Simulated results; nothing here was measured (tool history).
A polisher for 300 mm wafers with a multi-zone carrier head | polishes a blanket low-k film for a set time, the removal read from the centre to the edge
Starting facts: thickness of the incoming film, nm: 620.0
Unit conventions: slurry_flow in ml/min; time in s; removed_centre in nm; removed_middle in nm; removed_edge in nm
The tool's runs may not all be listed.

| run | hour | slurry_flow | centre_zone | middle_zone | edge_zone | slurry_solids | time | removed_centre | removed_middle | removed_edge |
|---|---|---|---|---|---|---|---|---|---|---|
| 1 | 0.0 | 155 | 1.00 | 1.00 | 1.00 | 1.00 | 70 | 40.015 | 39.699 | 40.601 |
| 2 | 4.3 | 155 | 1.00 | 1.00 | 1.00 | 1.00 | 62 | 35.690 | 35.219 | 36.205 |
| 3 | 8.7 | 155 | 0.94 | 1.00 | 1.00 | 1.00 | 62 | 32.910 | 35.091 | 35.210 |
| 4 | 9.6 | 150 | 0.94 | 1.03 | 1.06 | 1.15 | 70 | 39.679 | 43.450 | 44.915 |
| 5 | 14.1 | 150 | 0.89 | 1.03 | 1.06 | 1.15 | 70 | 37.960 | 44.458 | 45.015 |
|  | 19.8 | worn pad replaced by a new one |
| 6 | 19.8 | 150 | 0.89 | 1.03 | 1.06 | 1.00 | 70 | 38.278 | 44.080 | 45.593 |
| 7 | 23.2 | 150 | 0.89 | 1.03 | 1.06 | 1.00 | 70 | 38.400 | 44.302 | 45.774 |

Predict the results of run 8:
| 8 | 25.7 | 160 | 0.91 | 1.08 | 1.10 | 1.00 | 74 | ? | ? | ? |

{"run 8": {"removed_centre": 41.988, "removed_middle": 48.685, "removed_edge": 48.983}}

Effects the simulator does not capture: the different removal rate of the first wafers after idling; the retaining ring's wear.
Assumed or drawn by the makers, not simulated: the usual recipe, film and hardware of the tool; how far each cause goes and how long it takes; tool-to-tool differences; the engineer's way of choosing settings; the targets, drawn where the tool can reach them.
